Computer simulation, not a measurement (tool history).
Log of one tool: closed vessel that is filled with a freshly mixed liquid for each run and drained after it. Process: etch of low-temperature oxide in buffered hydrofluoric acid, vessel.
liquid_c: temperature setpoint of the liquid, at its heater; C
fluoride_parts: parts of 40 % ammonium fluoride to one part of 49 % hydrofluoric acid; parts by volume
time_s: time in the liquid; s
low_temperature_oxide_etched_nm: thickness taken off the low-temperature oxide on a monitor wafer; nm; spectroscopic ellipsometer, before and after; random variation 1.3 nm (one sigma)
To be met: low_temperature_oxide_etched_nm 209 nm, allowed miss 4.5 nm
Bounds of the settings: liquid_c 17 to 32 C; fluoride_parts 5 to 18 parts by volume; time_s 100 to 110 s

run	hour	liquid_c	fluoride_parts	time_s	low_temperature_oxide_etched_nm
1	0	24	11	100	325.01
2	7.9	22.5	11	100	299.61
3	17.1	21.5	11	100	281.72
4	22.5	21	11	100	272.51
5	28.4	20.5	11	100	268.95
6	36.3	23.5	11	100	313.65
7	38.6	19.5	12	100	231.49
8	43.4	19	12	100	226.98

4 next moves are on the table. One of them brings every result within its allowed miss. Which?
A	48.2	17.5	13.5	105	?
B	48.2	18.5	11	105	?
C	48.2	17	11.5	100	?
D	48.2	17.5	13	105	?

move	low_temperature_oxide_etched_nm
A	194.33
B	251.35
C	210.47
D	201.67
A: takes the result that was furthest off past its target
B: further off than the last run
C: meets every target
D: takes the result that was furthest off past its target
Answer: C
